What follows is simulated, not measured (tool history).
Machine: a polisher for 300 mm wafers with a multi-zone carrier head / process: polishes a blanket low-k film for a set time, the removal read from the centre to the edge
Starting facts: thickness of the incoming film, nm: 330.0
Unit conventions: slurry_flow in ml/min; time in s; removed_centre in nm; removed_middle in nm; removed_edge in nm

Run 1, hour 0.0: slurry_flow 160 ml/min, centre_zone 1.00, middle_zone 1.00, edge_zone 1.00, slurry_solids 1.00, time 81 s. Result: removed_centre 23.178 nm, removed_middle 22.388 nm, removed_edge 22.576 nm.
Run 2, hour 4.1: slurry_flow 155 ml/min, centre_zone 0.99, middle_zone 1.00, edge_zone 0.97, slurry_solids 0.95, time 81 s. Result: removed_centre 21.648 nm, removed_middle 21.718 nm, removed_edge 21.539 nm.
Run 3, hour 11.9: slurry_flow 155 ml/min, centre_zone 0.99, middle_zone 1.00, edge_zone 1.04, slurry_solids 0.95, time 81 s. Result: removed_centre 22.184 nm, removed_middle 21.918 nm, removed_edge 22.434 nm.
Run 4, hour 12.5: slurry_flow 130 ml/min, centre_zone 0.99, middle_zone 1.00, edge_zone 1.04, slurry_solids 0.95, time 81 s. Result: removed_centre 21.193 nm, removed_middle 20.724 nm, removed_edge 21.489 nm.
Run 5, hour 18.9: slurry_flow 125 ml/min, centre_zone 1.00, middle_zone 1.01, edge_zone 1.01, slurry_solids 0.95, time 81 s. Result: removed_centre 21.041 nm, removed_middle 20.779 nm, removed_edge 20.896 nm.
Run 6, hour 26.1: slurry_flow 125 ml/min, centre_zone 1.00, middle_zone 1.01, edge_zone 1.08, slurry_solids 0.95, time 81 s. Result: removed_centre 21.200 nm, removed_middle 20.941 nm, removed_edge 21.457 nm.
Run 7, hour 29.8: slurry_flow 120 ml/min, centre_zone 1.01, middle_zone 1.02, edge_zone 1.06, slurry_solids 0.90, time 81 s. Result: removed_centre 20.462 nm, removed_middle 20.049 nm, removed_edge 20.644 nm.
Run 8, hour 34.5: slurry_flow 115 ml/min, centre_zone 1.02, middle_zone 1.03, edge_zone 1.03, slurry_solids 0.90, time 81 s. Result: removed_centre 20.570 nm, removed_middle 20.205 nm, removed_edge 20.680 nm.
Run 9, hour 43.1: slurry_flow 115 ml/min, centre_zone 1.03, middle_zone 1.05, edge_zone 0.99, slurry_solids 0.85, time 80 s. Result: removed_centre 19.946 nm, removed_middle 19.637 nm, removed_edge 19.401 nm.
Run 10, hour 47.9: slurry_flow 115 ml/min, centre_zone 1.03, middle_zone 1.06, edge_zone 0.97, slurry_solids 0.85, time 80 s. Result: removed_centre 19.912 nm, removed_middle 20.045 nm, removed_edge 18.815 nm.

What will run 11 give?
Run 11, hour 54.1: slurry_flow 110 ml/min, centre_zone 1.03, middle_zone 1.06, edge_zone 0.96, slurry_solids 0.85, time 80 s. Result: removed_centre ?, removed_middle ?, removed_edge ?.

{"run 11": {"removed_centre": 19.56, "removed_middle": 19.869, "removed_edge": 18.949}}

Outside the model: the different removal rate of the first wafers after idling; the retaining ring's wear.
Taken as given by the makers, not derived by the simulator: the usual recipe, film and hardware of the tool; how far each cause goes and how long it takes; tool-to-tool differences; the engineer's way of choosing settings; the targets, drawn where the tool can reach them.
